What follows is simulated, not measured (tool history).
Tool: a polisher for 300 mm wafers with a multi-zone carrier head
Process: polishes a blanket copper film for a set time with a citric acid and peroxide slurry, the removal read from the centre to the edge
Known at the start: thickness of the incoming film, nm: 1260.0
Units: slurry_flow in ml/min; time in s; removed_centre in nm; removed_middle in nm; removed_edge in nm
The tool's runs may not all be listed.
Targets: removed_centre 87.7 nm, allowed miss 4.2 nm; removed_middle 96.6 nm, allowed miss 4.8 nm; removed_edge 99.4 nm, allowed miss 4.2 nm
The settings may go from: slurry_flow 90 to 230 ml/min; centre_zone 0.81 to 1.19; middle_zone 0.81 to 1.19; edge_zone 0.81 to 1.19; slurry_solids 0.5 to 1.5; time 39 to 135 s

| run | hour | slurry_flow | centre_zone | middle_zone | edge_zone | slurry_solids | time | removed_centre | removed_middle | removed_edge |
|---|---|---|---|---|---|---|---|---|---|---|
| 1 | 0 | 150 | 1 | 1 | 1 | 1 | 87 | 120.77 | 118.7 | 121.92 |
| 2 | 1.1 | 145 | 0.98 | 0.99 | 0.99 | 0.95 | 86 | 116.4 | 119.66 | 119.31 |
| 3 | 2.7 | 145 | 0.98 | 0.99 | 0.99 | 0.75 | 86 | 110.93 | 111.89 | 116.71 |
| 4 | 6.1 | 145 | 0.98 | 0.96 | 0.99 | 0.75 | 86 | 108.22 | 110.05 | 116.15 |
| 5 | 7.7 | 145 | 0.98 | 0.96 | 1.02 | 0.75 | 86 | 111.72 | 107.47 | 115.78 |
| 6 | 12.8 | 145 | 0.98 | 0.96 | 1.02 | 0.85 | 86 | 113.61 | 112.13 | 119.07 |
| 7 | 17.5 | 145 | 0.97 | 0.96 | 1.01 | 0.8 | 85 | 107.18 | 110.57 | 118.7 |
| 8 | 23.3 | 145 | 0.97 | 0.96 | 1.01 | 0.8 | 85 | 110.59 | 111.3 | 113.53 |
| 9 | 27.2 | 140 | 0.97 | 0.97 | 1 | 0.75 | 84 | 107.85 | 105.62 | 113.68 |
| 10 | 28.3 | 145 | 0.96 | 0.97 | 0.99 | 0.7 | 83 | 104.43 | 105.34 | 109.94 |
| 11 | 34.9 | 145 | 0.95 | 0.97 | 0.99 | 0.7 | 83 | 102.94 | 105.88 | 107.44 |
| 12 | 40.3 | 145 | 0.95 | 0.97 | 0.99 | 0.7 | 83 | 101.65 | 106.17 | 110.23 |
| 13 | 47.4 | 120 | 0.88 | 0.95 | 0.92 | 0.5 | 81 | 83.076 | 89.325 | 96.48 |

5 next moves are on the table. One of them brings every result within its allowed miss. Which?
| A | 54.5 | 135 | 0.9 | 0.97 | 0.98 | 0.5 | 81 | ? | ? | ? |
| B | 54.5 | 105 | 0.9 | 0.84 | 0.81 | 0.6 | 83 | ? | ? | ? |
| C | 54.5 | 105 | 0.94 | 0.85 | 0.94 | 0.5 | 83 | ? | ? | ? |
| D | 54.5 | 110 | 0.83 | 1.02 | 0.93 | 0.6 | 80 | ? | ? | ? |
| E | 54.5 | 90 | 0.81 | 0.96 | 0.93 | 0.5 | 90 | ? | ? | ? |

| move | removed_centre | removed_middle | removed_edge |
|---|---|---|---|
| A | 88.667 | 97.46 | 101.08 |
| B | 86.327 | 85.13 | 93.305 |
| C | 87.577 | 83.425 | 96.88 |
| D | 78.074 | 97.907 | 96.44 |
| E | 76.763 | 94.806 | 100.62 |
A: meets every target
B: further off than the last run
C: further off than the last run
D: brings the result that was furthest off to its target, and leaves another outside
E: brings the result that was furthest off to its target, and leaves another outside
Answer: A

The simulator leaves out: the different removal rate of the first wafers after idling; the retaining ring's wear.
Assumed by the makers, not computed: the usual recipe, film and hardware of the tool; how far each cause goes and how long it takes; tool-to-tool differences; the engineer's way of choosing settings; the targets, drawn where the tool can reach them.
